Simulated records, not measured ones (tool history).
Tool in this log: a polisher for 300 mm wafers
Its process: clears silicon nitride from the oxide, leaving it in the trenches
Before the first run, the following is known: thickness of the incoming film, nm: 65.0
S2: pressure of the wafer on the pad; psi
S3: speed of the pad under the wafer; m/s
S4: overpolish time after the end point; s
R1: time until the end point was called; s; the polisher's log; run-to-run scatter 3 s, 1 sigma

run 1 hour=0 | flow_of_slurry_(ml/min)=130 S2=1.7 S3=1.2 S4=7 | R1=106.12
run 2 hour=5.7 | flow_of_slurry_(ml/min)=130 S2=1.6 S3=1.2 S4=7 | R1=106.38
run 3 hour=9.6 | flow_of_slurry_(ml/min)=130 S2=1.5 S3=1.16 S4=7 | R1=118.34
run 4 hour=16.7 | flow_of_slurry_(ml/min)=130 S2=1.4 S3=1.14 S4=7 | R1=122.96
run 5 hour=23.9 | flow_of_slurry_(ml/min)=130 S2=1.8 S3=1.14 S4=7 | R1=106.86
run 6 hour=26 | flow_of_slurry_(ml/min)=130 S2=1.5 S3=1.14 S4=7 | R1=119.43

Estimate the outcome of run 7 from the log above:
run 7 hour=32.4 | flow_of_slurry_(ml/min)=130 S2=1.5 S3=1.14 S4=7 | R1=?

{"run 7": {"R1": 119.18}}
